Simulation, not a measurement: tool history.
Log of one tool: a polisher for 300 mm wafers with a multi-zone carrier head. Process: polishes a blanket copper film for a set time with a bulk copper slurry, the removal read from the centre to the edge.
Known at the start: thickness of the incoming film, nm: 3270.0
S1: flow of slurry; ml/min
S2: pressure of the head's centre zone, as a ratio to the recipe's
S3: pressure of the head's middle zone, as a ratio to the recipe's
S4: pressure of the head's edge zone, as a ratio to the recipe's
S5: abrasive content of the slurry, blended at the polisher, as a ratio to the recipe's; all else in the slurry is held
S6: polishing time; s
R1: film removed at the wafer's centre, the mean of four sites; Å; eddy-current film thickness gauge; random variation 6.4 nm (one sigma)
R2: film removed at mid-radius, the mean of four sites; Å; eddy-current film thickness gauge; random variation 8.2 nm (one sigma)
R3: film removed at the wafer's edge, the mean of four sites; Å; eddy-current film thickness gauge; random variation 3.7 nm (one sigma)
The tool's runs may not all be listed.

run 1 hour=0.0 | S1=260 S2=1.00 S3=1.00 S4=1.00 S5=1.00 S6=77 | R1=5587.2 R2=5975.9 R3=5916.3
run 2 hour=8.5 | S1=260 S2=1.03 S3=0.99 S4=0.97 S5=1.00 S6=77 | R1=5830.2 R2=5877.7 R3=5813.7
run 3 hour=9.6 | S1=260 S2=1.03 S3=0.99 S4=1.04 S5=1.00 S6=77 | R1=5820.6 R2=5776.7 R3=5993.6
run 4 hour=16.5 | S1=260 S2=1.06 S3=0.99 S4=1.01 S5=0.95 S6=77 | R1=6000.7 R2=5677.4 R3=5741.9
run 5 hour=19.7 | S1=260 S2=1.06 S3=0.99 S4=1.01 S5=0.75 S6=77 | R1=5687.1 R2=5354.8 R3=5465.5
run 6 hour=27.4 | S1=260 S2=1.06 S3=0.99 S4=1.01 S5=0.75 S6=65 | R1=4652.9 R2=4607.0 R3=4722.9

Expected results for the next run?
run 7 hour=34.1 | S1=320 S2=1.16 S3=1.02 S4=0.91 S5=1.00 S6=71 | R1=? R2=? R3=?

R1: 6070.8 Å
R2: 5527.5 Å
R3: 5203.4 Å

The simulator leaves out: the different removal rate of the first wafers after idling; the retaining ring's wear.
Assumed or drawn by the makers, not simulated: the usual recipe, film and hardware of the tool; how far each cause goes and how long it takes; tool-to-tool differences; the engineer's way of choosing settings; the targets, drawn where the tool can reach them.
